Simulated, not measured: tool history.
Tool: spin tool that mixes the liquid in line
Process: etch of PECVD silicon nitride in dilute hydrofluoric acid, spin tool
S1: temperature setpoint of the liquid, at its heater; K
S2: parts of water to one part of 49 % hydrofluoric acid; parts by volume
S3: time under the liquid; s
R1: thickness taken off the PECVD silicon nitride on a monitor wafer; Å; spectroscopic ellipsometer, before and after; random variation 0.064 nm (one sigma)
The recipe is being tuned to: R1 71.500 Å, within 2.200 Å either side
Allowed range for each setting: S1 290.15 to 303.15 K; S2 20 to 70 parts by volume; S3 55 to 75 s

run  hour      S1  S2  S3      R1
  1   0.0  295.15  40  75  54.503
  2   2.5  295.15  40  75  54.582
  3   8.2  295.65  40  75  56.088
  4   9.2  295.65  40  55  41.626
  5  17.8  292.65  40  55  33.782
  6  18.5  290.15  40  55  27.821
  7  26.1  292.15  40  55  32.649
  8  32.9  296.15  40  55  43.101
  9  34.1  297.15  40  55  46.962
 10  34.9  298.15  40  55  49.138
 11  43.3  299.15  40  55  52.722
 12  44.2  299.65  40  55  54.281
 13  48.5  300.15  40  55  56.169
 14  49.6  300.65  40  55  58.955
 15  50.9  301.15  40  55  59.897
 16  55.8  301.65  40  55  61.225
 17  63.7  302.65  40  55  66.486
 18  69.8  303.15  40  55  67.927
 19  76.7  303.15  40  60  75.684

5 candidate next runs follow, results not yet known. Just one meets every target within its allowed miss. Identify it.
  A  83.6  303.15  40  65   ?
  B  83.6  303.15  35  55   ?
  C  83.6  303.15  45  65   ?
  D  83.6  302.15  40  70   ?
  E  83.6  302.15  35  60   ?

move      R1
   A  82.092
   B  79.185
   C  73.102
   D  82.834
   E  80.922
A: lands further from the targets than the last run did
B: lands further from the targets than the last run did
C: hits every target within its allowed miss
D: lands further from the targets than the last run did
E: lands further from the targets than the last run did
Answer: C
